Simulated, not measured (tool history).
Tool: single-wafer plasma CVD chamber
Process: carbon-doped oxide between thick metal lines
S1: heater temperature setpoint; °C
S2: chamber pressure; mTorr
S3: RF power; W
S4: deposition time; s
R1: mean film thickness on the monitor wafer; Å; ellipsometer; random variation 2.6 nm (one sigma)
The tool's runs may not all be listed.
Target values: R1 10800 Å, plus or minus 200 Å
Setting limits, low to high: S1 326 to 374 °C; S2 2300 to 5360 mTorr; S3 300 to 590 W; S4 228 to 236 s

run 1 hour=0 | S1=350 S2=3830 S3=445 S4=228 | R1=11637
run 2 hour=6.8 | S1=350 S2=3300 S3=445 S4=228 | R1=11367
run 3 hour=13.3 | S1=359 S2=3300 S3=445 S4=228 | R1=11177
run 4 hour=19.1 | S1=359 S2=3300 S3=385 S4=228 | R1=9954.1
run 5 hour=25.1 | S1=359 S2=2970 S3=385 S4=228 | R1=9879.5
run 6 hour=29.8 | S1=359 S2=2970 S3=385 S4=236 | R1=10210
run 7 hour=30.8 | S1=358 S2=3060 S3=385 S4=236 | R1=10246
run 8 hour=39.2 | S1=357 S2=3150 S3=385 S4=236 | R1=10310
run 9 hour=45.6 | S1=356 S2=3230 S3=385 S4=236 | R1=10373
run 10 hour=51.4 | S1=355 S2=3300 S3=385 S4=236 | R1=10405

Which single option among these 5 for the next run brings every result within its allowed miss of target? Just one does.
run A hour=57.2 | S1=360 S2=4060 S3=360 S4=236 | R1=?
run B hour=57.2 | S1=358 S2=2320 S3=420 S4=236 | R1=?
run C hour=57.2 | S1=347 S2=3180 S3=365 S4=236 | R1=?
run D hour=57.2 | S1=356 S2=3710 S3=375 S4=231 | R1=?
run E hour=57.2 | S1=354 S2=3090 S3=380 S4=228 | R1=?

move=A R1=10058
move=B R1=10783
move=C R1=10207
move=D R1=10151
move=E R1=9957.7
A: its largest miss is bigger than the last run's
B: meets every target
C: its largest miss is bigger than the last run's
D: its largest miss is bigger than the last run's
E: its largest miss is bigger than the last run's
The move that meets every target is B.

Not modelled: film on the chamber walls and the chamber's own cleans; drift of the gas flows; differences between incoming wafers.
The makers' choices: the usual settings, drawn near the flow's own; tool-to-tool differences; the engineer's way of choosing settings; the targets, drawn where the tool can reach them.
